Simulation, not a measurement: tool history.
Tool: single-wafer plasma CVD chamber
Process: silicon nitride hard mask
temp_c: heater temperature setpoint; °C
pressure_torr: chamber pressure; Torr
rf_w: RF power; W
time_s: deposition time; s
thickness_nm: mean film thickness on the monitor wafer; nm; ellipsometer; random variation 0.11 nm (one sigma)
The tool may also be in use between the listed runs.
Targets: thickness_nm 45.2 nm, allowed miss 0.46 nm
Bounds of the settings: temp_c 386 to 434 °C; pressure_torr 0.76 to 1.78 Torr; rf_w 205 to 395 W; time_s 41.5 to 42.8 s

Run 1, hour 0: temp_c 410 °C, pressure_torr 1.27 Torr, rf_w 300 W, time_s 41.5 s. Result: thickness_nm 40.516 nm.
Run 2, hour 7.9: temp_c 410 °C, pressure_torr 1.27 Torr, rf_w 265 W, time_s 41.5 s. Result: thickness_nm 38.546 nm.
Run 3, hour 13: temp_c 403 °C, pressure_torr 1.27 Torr, rf_w 265 W, time_s 41.5 s. Result: thickness_nm 38.789 nm.
Run 4, hour 17.9: temp_c 403 °C, pressure_torr 1.41 Torr, rf_w 265 W, time_s 41.5 s. Result: thickness_nm 39.624 nm.
Run 5, hour 21.4: temp_c 395 °C, pressure_torr 1.41 Torr, rf_w 265 W, time_s 41.5 s. Result: thickness_nm 39.796 nm.
At hour 26.5: RF generator calibrated.
Run 6, hour 26.5: temp_c 400 °C, pressure_torr 1.41 Torr, rf_w 265 W, time_s 41.5 s. Result: thickness_nm 40.595 nm.
Run 7, hour 31.4: temp_c 400 °C, pressure_torr 1.48 Torr, rf_w 265 W, time_s 41.5 s. Result: thickness_nm 41.003 nm.
Run 8, hour 38.3: temp_c 400 °C, pressure_torr 1.55 Torr, rf_w 265 W, time_s 41.5 s. Result: thickness_nm 41.543 nm.
Run 9, hour 41.9: temp_c 400 °C, pressure_torr 1.6 Torr, rf_w 270 W, time_s 41.5 s. Result: thickness_nm 42.107 nm.
Run 10, hour 48: temp_c 400 °C, pressure_torr 1.64 Torr, rf_w 275 W, time_s 41.5 s. Result: thickness_nm 42.532 nm.
Run 11, hour 55.2: temp_c 400 °C, pressure_torr 1.78 Torr, rf_w 295 W, time_s 41.5 s. Result: thickness_nm 44.811 nm.

4 next moves are on the table. One of them brings every result within its allowed miss. Which?
Run A, hour 62.4: temp_c 386 °C, pressure_torr 1.78 Torr, rf_w 265 W, time_s 42.3 s. Result: thickness_nm ?.
Run B, hour 62.4: temp_c 396 °C, pressure_torr 1.76 Torr, rf_w 285 W, time_s 41.5 s. Result: thickness_nm ?.
Run C, hour 62.4: temp_c 392 °C, pressure_torr 1.78 Torr, rf_w 270 W, time_s 41.9 s. Result: thickness_nm ?.
Run D, hour 62.4: temp_c 397 °C, pressure_torr 1.78 Torr, rf_w 300 W, time_s 41.5 s. Result: thickness_nm ?.

move  thickness_nm
   A        43.882
   B         43.97
   C         43.66
   D        44.982
A: further off than the last run
B: further off than the last run
C: further off than the last run
D: meets every target
The right move is D.
